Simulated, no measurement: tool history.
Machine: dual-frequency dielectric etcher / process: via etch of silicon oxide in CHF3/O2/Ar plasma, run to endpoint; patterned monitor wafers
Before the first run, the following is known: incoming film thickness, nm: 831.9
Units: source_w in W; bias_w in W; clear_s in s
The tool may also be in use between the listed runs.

| run | hour | source_w | bias_w | clear_s |
|---|---|---|---|---|
| 1 | 0.0 | 580 | 184 | 477.98 |
| 2 | 2.7 | 500 | 184 | 514.38 |
| 3 | 4.8 | 530 | 185 | 499.68 |
| 4 | 9.3 | 490 | 185 | 518.44 |
| 5 | 15.0 | 530 | 186 | 501.57 |
| 6 | 16.4 | 560 | 187 | 482.71 |
|  | 24.7 | bias power generator calibrated |
| 7 | 24.7 | 580 | 188 | 466.55 |

What will run 8 give?
| 8 | 26.2 | 590 | 188 | ? |

clear_s: 465.46 s
